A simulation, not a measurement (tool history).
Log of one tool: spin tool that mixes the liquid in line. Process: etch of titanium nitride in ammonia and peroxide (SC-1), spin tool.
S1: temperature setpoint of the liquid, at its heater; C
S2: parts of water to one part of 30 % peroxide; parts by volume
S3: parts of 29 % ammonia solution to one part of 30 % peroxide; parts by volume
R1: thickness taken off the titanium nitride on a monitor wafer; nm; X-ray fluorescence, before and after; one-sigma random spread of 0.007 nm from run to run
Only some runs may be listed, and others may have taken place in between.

{"run": 1, "day": 0.0, "S1": 47, "S2": 28, "S3": 0.7, "time under the liquid (s)": 50, "R1": 1.2193}
{"run": 2, "day": 0.171, "S1": 47, "S2": 28, "S3": 0.9, "time under the liquid (s)": 50, "R1": 1.2813}
{"run": 3, "day": 0.217, "S1": 47, "S2": 35, "S3": 0.9, "time under the liquid (s)": 50, "R1": 1.1328}
{"run": 4, "day": 0.504, "S1": 45.5, "S2": 35, "S3": 0.9, "time under the liquid (s)": 50, "R1": 1.0096}
{"run": 5, "day": 0.729, "S1": 44.5, "S2": 35, "S3": 0.9, "time under the liquid (s)": 50, "R1": 0.94513}
{"run": 6, "day": 0.833, "S1": 44.5, "S2": 25, "S3": 0.9, "time under the liquid (s)": 50, "R1": 1.1528}
{"run": 7, "day": 0.875, "S1": 38.5, "S2": 25, "S3": 0.9, "time under the liquid (s)": 50, "R1": 0.73779}

Run 8 has not been measured yet. What should we expect?
{"run": 8, "day": 1.158, "S1": 39, "S2": 25, "S3": 0.9, "time under the liquid (s)": 50, "R1": "?"}

{"run 8": {"R1": 0.7594}}
